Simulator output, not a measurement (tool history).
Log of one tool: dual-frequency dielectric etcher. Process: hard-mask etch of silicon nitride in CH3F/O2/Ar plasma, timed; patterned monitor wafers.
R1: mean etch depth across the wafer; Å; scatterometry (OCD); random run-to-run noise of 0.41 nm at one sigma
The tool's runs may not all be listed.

{"run": 1, "day": 0.0, "source power (W)": 440, "bias power (W)": 97, "etch time (s)": 102.5, "R1": 813.14}
{"run": 2, "day": 0.242, "source power (W)": 440, "bias power (W)": 97, "etch time (s)": 102.5, "R1": 817.11}
{"run": 3, "day": 0.621, "source power (W)": 430, "bias power (W)": 96, "etch time (s)": 102.5, "R1": 808.49}
{"run": 4, "day": 0.983, "source power (W)": 420, "bias power (W)": 95, "etch time (s)": 102.5, "R1": 802.79}
{"run": 5, "day": 1.338, "source power (W)": 420, "bias power (W)": 95, "etch time (s)": 102.5, "R1": 794.85}
{"run": 6, "day": 1.679, "source power (W)": 420, "bias power (W)": 103, "etch time (s)": 102.5, "R1": 821.62}
{"run": 7, "day": 1.988, "source power (W)": 400, "bias power (W)": 102, "etch time (s)": 102.5, "R1": 813.99}
{"run": 8, "day": 2.342, "source power (W)": 380, "bias power (W)": 101, "etch time (s)": 102.5, "R1": 800.24}
{"run": 9, "day": 2.708, "source power (W)": 370, "bias power (W)": 100, "etch time (s)": 102.5, "R1": 787.6}

Expected results for the next run?
{"run": 10, "day": 3.042, "source power (W)": 360, "bias power (W)": 100, "etch time (s)": 102.5, "R1": "?"}

{"run 10": {"R1": 777.62}}
